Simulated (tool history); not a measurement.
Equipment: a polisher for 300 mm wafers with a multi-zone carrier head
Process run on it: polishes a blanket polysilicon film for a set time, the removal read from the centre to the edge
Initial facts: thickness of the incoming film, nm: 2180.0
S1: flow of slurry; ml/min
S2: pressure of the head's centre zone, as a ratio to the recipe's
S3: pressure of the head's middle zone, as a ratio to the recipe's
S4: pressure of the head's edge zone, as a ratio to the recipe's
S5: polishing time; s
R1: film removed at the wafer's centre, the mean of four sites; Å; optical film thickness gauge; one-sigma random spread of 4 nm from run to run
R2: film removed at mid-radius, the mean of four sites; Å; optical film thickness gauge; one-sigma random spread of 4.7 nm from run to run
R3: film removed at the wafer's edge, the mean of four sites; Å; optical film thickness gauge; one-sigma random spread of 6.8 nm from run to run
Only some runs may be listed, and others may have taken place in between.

{"run": 1, "hour": 0.0, "S1": 305, "S2": 1.0, "S3": 1.0, "S4": 1.0, "S5": 58, "R1": 4430.1, "R2": 4537.5, "R3": 4618.5}
{"run": 2, "hour": 8.0, "S1": 310, "S2": 1.03, "S3": 0.98, "S4": 1.03, "S5": 60, "R1": 4721.8, "R2": 4608.8, "R3": 4771.0}
{"run": 3, "hour": 15.6, "S1": 310, "S2": 1.05, "S3": 0.95, "S4": 1.05, "S5": 62, "R1": 5029.8, "R2": 4698.7, "R3": 4865.0}
{"run": 4, "hour": 23.0, "S1": 310, "S2": 1.05, "S3": 0.95, "S4": 1.13, "S5": 62, "R1": 5019.9, "R2": 4635.1, "R3": 5317.4}
{"run": 5, "hour": 24.6, "S1": 310, "S2": 1.07, "S3": 0.94, "S4": 1.14, "S5": 63, "R1": 5070.7, "R2": 4771.2, "R3": 5390.7}
{"run": 6, "hour": 28.5, "S1": 325, "S2": 1.09, "S3": 0.91, "S4": 1.15, "S5": 64, "R1": 5347.4, "R2": 4665.8, "R3": 5427.8}
{"run": 7, "hour": 34.7, "S1": 330, "S2": 1.1, "S3": 0.9, "S4": 1.16, "S5": 65, "R1": 5477.6, "R2": 4620.0, "R3": 5470.2}
{"run": 8, "hour": 36.7, "S1": 330, "S2": 1.11, "S3": 0.9, "S4": 1.17, "S5": 66, "R1": 5604.5, "R2": 4728.8, "R3": 5645.0}
{"run": 9, "hour": 40.5, "S1": 330, "S2": 1.12, "S3": 0.9, "S4": 1.17, "S5": 67, "R1": 5730.5, "R2": 4842.8, "R3": 5719.5}
{"run": 10, "hour": 43.4, "S1": 335, "S2": 1.13, "S3": 0.89, "S4": 1.17, "S5": 68, "R1": 5898.6, "R2": 4771.5, "R3": 5814.4}
{"run": 11, "hour": 44.1, "S1": 340, "S2": 1.14, "S3": 0.89, "S4": 1.17, "S5": 68, "R1": 5907.2, "R2": 4933.0, "R3": 5960.9}
{"run": 12, "hour": 53.1, "S1": 340, "S2": 1.14, "S3": 0.89, "S4": 1.17, "S5": 68, "R1": 5971.7, "R2": 4783.0, "R3": 5801.4}
{"run": 13, "hour": 53.9, "S1": 345, "S2": 1.15, "S3": 0.89, "S4": 1.17, "S5": 68, "R1": 5983.4, "R2": 4853.6, "R3": 5819.4}
{"run": 14, "hour": 61.7, "S1": 345, "S2": 1.16, "S3": 0.89, "S4": 1.17, "S5": 68, "R1": 5976.1, "R2": 4839.6, "R3": 5831.7}
{"run": 15, "hour": 69.3, "S1": 345, "S2": 1.17, "S3": 0.89, "S4": 1.17, "S5": 68, "R1": 6107.8, "R2": 4801.5, "R3": 5921.4}

Estimate the outcome of run 16 from the log above:
{"run": 16, "hour": 71.6, "S1": 345, "S2": 1.17, "S3": 0.89, "S4": 1.16, "S5": 68, "R1": "?", "R2": "?", "R3": "?"}

{"run 16": {"R1": 6126.5, "R2": 4869.8, "R3": 5852.8}}

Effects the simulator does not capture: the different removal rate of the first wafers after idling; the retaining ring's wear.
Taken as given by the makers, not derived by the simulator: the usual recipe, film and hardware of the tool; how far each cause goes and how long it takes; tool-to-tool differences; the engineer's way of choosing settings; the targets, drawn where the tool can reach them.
